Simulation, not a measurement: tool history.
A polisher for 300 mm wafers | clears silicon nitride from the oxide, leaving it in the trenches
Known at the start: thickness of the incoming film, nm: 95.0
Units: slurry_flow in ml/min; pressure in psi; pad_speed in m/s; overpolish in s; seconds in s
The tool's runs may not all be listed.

run 1 day=0.000 | slurry_flow=155 pressure=2.5 pad_speed=0.84 overpolish=30 | seconds=159.60
run 2 day=0.162 | slurry_flow=155 pressure=2.5 pad_speed=0.76 overpolish=30 | seconds=174.61
run 3 day=0.433 | slurry_flow=130 pressure=2.5 pad_speed=0.76 overpolish=30 | seconds=180.01
run 4 day=0.538 | slurry_flow=130 pressure=2.5 pad_speed=0.76 overpolish=30 | seconds=182.90
run 5 day=0.767 | slurry_flow=130 pressure=2.5 pad_speed=0.84 overpolish=30 | seconds=166.03
run 6 day=1.008 | slurry_flow=130 pressure=2.3 pad_speed=0.84 overpolish=30 | seconds=180.22
run 7 day=1.242 | slurry_flow=125 pressure=2.1 pad_speed=0.84 overpolish=30 | seconds=198.94
run 8 day=1.358 | slurry_flow=120 pressure=2.0 pad_speed=0.84 overpolish=30 | seconds=206.14

Run 9 comes next. What will it give?
run 9 day=1.500 | slurry_flow=115 pressure=1.9 pad_speed=0.84 overpolish=30 | seconds=?

seconds: 218.96 s

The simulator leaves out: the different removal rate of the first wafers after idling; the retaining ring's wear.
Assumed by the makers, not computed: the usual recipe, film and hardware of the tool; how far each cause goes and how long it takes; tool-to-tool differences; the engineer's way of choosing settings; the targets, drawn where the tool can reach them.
